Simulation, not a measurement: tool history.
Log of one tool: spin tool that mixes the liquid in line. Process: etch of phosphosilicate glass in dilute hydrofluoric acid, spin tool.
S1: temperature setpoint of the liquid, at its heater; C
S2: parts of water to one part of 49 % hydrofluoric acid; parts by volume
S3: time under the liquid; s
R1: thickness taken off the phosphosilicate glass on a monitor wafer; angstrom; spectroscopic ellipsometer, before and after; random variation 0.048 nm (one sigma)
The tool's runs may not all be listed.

run  hour    S1   S2  S3       R1
  1   0.0  25.0  235  15  100.000
  2   6.3  22.5  235  15   91.880
  3   7.7  21.5  235  15   87.204
  4  16.6  21.0  235  15   86.923
  5  18.4  21.0  265  15   74.687
  6  20.1  21.0  325  15   57.632
  7  22.2  23.0  325  15   61.740
  8  24.9  27.0  320  15   72.294
  9  25.8  27.5  320  15   73.794
 10  26.9  28.0  320  15   73.374

Forecast run 11:
 11  28.9  28.5  320  15   ?

Run 11 gave R1 75.094 angstrom.

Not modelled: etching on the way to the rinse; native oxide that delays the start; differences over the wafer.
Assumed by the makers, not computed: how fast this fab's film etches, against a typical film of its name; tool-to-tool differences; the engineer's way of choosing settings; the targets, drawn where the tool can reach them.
